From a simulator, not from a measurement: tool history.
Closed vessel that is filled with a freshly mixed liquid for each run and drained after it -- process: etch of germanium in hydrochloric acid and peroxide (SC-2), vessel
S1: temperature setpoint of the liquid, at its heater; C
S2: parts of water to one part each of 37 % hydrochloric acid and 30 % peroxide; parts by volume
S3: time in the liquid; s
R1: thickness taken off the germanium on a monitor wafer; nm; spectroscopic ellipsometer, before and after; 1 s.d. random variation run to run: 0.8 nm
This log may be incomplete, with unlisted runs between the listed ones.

run 1 hour=0.0 | S1=59.0 S2=5 S3=30 | R1=133.23
run 2 hour=6.0 | S1=58.0 S2=5 S3=30 | R1=128.56
run 3 hour=11.5 | S1=58.0 S2=5 S3=30 | R1=127.14
run 4 hour=18.6 | S1=57.5 S2=5 S3=30 | R1=126.91
run 5 hour=19.8 | S1=57.0 S2=5 S3=30 | R1=125.12
run 6 hour=27.3 | S1=56.5 S2=5 S3=30 | R1=122.49

What will run 7 give?
run 7 hour=34.9 | S1=56.0 S2=5 S3=30 | R1=?

{"run 7": {"R1": 121.82}}

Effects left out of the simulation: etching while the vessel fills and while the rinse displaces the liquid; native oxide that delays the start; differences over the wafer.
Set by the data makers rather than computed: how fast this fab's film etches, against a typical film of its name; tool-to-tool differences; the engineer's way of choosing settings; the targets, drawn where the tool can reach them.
